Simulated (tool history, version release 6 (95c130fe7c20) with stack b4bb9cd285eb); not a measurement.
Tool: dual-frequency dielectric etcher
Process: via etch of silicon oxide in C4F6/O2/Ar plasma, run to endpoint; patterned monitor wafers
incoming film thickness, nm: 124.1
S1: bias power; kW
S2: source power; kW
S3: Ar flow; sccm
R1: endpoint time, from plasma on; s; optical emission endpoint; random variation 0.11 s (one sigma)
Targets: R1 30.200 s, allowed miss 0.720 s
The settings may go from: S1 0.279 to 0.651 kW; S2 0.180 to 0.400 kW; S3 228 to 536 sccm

run 1 hour=0.0 | S1=0.465 S2=0.290 S3=382 | R1=35.838
run 2 hour=2.8 | S1=0.515 S2=0.300 S3=377 | R1=33.720
run 3 hour=7.2 | S1=0.578 S2=0.300 S3=377 | R1=32.439
run 4 hour=16.1 | S1=0.578 S2=0.320 S3=377 | R1=31.805
run 5 hour=24.2 | S1=0.578 S2=0.280 S3=377 | R1=33.213
run 6 hour=25.4 | S1=0.600 S2=0.290 S3=371 | R1=32.348
run 7 hour=26.1 | S1=0.616 S2=0.300 S3=367 | R1=31.632
run 8 hour=27.3 | S1=0.627 S2=0.310 S3=364 | R1=30.997

Which of these 4 next moves meets every target?
run A hour=28.5 | S1=0.574 S2=0.310 S3=377 | R1=?
run B hour=28.5 | S1=0.626 S2=0.330 S3=378 | R1=?
run C hour=28.5 | S1=0.651 S2=0.280 S3=395 | R1=?
run D hour=28.5 | S1=0.616 S2=0.300 S3=385 | R1=?

move=A R1=32.004
move=B R1=30.232
move=C R1=31.753
move=D R1=31.567
A: further off than the last run
B: meets every target
C: further off than the last run
D: further off than the last run
The right move is B.
